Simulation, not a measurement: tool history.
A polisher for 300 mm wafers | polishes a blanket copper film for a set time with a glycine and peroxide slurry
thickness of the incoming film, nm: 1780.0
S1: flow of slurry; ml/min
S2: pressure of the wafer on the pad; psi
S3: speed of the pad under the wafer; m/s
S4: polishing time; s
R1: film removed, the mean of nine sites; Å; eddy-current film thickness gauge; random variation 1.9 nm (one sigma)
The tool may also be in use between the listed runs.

run,hour,S1,S2,S3,S4,R1
1,0.0,280,1.9,1.20,80,4243.0
2,0.8,275,1.6,1.06,80,3358.7
3,8.8,270,1.4,0.98,80,2909.1
4,9.6,270,1.4,1.26,80,3464.8
5,15.1,265,1.3,1.12,80,3042.4
6,19.3,265,1.3,1.12,84,3166.9
7,22.0,260,1.2,1.02,84,2802.7

The next listed run, before its measurement:
8,30.5,255,0.9,0.72,83,?

Run 8 gave R1 1918.5 Å.
